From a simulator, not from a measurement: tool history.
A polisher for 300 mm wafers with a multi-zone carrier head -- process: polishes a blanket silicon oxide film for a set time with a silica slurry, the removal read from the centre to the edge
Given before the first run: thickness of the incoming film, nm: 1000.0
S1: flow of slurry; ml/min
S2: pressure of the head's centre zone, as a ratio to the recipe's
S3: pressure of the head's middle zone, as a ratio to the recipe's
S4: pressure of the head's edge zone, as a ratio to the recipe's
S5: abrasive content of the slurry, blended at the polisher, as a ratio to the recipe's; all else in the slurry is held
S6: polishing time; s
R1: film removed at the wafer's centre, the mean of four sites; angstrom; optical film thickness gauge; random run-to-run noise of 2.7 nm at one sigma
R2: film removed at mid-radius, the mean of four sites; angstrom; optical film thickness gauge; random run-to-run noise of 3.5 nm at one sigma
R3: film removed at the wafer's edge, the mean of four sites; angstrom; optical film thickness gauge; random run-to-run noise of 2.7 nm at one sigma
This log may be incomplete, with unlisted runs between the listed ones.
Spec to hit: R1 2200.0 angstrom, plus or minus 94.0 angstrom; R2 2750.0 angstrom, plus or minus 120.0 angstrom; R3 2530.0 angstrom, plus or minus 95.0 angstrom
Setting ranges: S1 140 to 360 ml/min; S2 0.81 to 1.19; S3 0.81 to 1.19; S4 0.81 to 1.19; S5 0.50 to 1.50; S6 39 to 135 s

run 1 day=0.000 | S1=230 S2=1.00 S3=1.00 S4=1.00 S5=1.00 S6=87 | R1=2501.2 R2=2580.0 R3=2707.4
run 2 day=0.346 | S1=255 S2=1.00 S3=1.00 S4=1.00 S5=1.00 S6=87 | R1=2592.5 R2=2586.1 R3=2721.8
run 3 day=0.371 | S1=310 S2=1.00 S3=1.00 S4=1.00 S5=1.00 S6=87 | R1=2717.7 R2=2681.8 R3=2793.5
run 4 day=0.742 | S1=295 S2=0.98 S3=1.02 S4=0.98 S5=1.00 S6=87 | R1=2615.6 R2=2684.3 R3=2674.9
-- day=1.062 slurry nozzle cleaned
run 5 day=1.062 | S1=295 S2=0.98 S3=1.02 S4=0.98 S5=1.20 S6=87 | R1=3050.7 R2=3283.2 R3=3254.9
run 6 day=1.238 | S1=285 S2=0.95 S3=1.02 S4=0.96 S5=1.15 S6=87 | R1=2939.3 R2=3225.8 R3=3110.0
run 7 day=1.317 | S1=285 S2=0.95 S3=1.02 S4=0.96 S5=1.15 S6=87 | R1=2962.6 R2=3211.7 R3=3086.9
run 8 day=1.521 | S1=245 S2=0.85 S3=1.01 S4=0.86 S5=0.90 S6=86 | R1=2105.4 R2=2609.3 R3=2499.1
run 9 day=1.558 | S1=250 S2=0.85 S3=1.02 S4=0.86 S5=0.90 S6=86 | R1=2147.3 R2=2588.9 R3=2393.1
run 10 day=1.704 | S1=250 S2=0.85 S3=1.02 S4=0.86 S5=0.90 S6=86 | R1=2150.0 R2=2618.9 R3=2437.7
run 11 day=1.946 | S1=255 S2=0.85 S3=1.02 S4=0.86 S5=0.90 S6=86 | R1=2148.2 R2=2603.5 R3=2466.2

Pick the move, out of 5, that brings all results within their allowed miss; only one does.
run A day=2.188 | S1=175 S2=0.81 S3=0.96 S4=0.92 S5=0.80 S6=111 | R1=? R2=? R3=?
run B day=2.188 | S1=295 S2=0.92 S3=1.01 S4=0.87 S5=1.00 S6=74 | R1=? R2=? R3=?
run C day=2.188 | S1=310 S2=0.94 S3=0.88 S4=0.84 S5=0.80 S6=96 | R1=? R2=? R3=?
run D day=2.188 | S1=315 S2=0.85 S3=1.06 S4=0.91 S5=0.90 S6=85 | R1=? R2=? R3=?
run E day=2.188 | S1=255 S2=0.81 S3=0.99 S4=0.91 S5=0.85 S6=98 | R1=? R2=? R3=?

move=A R1=2210.2 R2=2757.5 R3=2758.2
move=B R1=2177.4 R2=2469.6 R3=2273.1
move=C R1=2427.3 R2=2401.5 R3=2449.3
move=D R1=2154.1 R2=2755.0 R3=2470.1
move=E R1=2199.2 R2=2795.7 R3=2672.4
A: corrects the largest miss of the last run, while another result sits out of spec
B: the biggest miss grows against the last run
C: the biggest miss grows against the last run
D: in spec on every target
E: corrects the largest miss of the last run, while another result sits out of spec
Answer: D

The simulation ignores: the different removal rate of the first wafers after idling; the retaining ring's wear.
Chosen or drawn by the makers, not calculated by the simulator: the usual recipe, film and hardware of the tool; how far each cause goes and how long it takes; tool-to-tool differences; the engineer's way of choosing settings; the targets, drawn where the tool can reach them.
